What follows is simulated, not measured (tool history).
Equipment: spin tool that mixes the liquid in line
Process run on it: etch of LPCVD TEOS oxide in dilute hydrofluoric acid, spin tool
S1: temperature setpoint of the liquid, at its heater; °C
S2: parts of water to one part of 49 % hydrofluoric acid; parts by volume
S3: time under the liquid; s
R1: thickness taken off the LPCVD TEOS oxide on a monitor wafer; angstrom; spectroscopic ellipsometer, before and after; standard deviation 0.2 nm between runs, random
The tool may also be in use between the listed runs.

run	day	S1	S2	S3	R1
1	0	25	170	100	202.21
2	0.338	25	170	100	202.82
3	0.496	25	170	105	209.85
4	0.546	25	210	105	165.05
5	0.658	25	230	105	145.76
6	0.717	27	230	105	158.6
7	1.038	28.5	220	105	176.8
8	1.35	29.5	210	105	194.28
9	1.579	30.5	200	105	211.99

What does the tool deliver on the next run?
10	1.954	31	190	105	?

R1: 230.19 angstrom
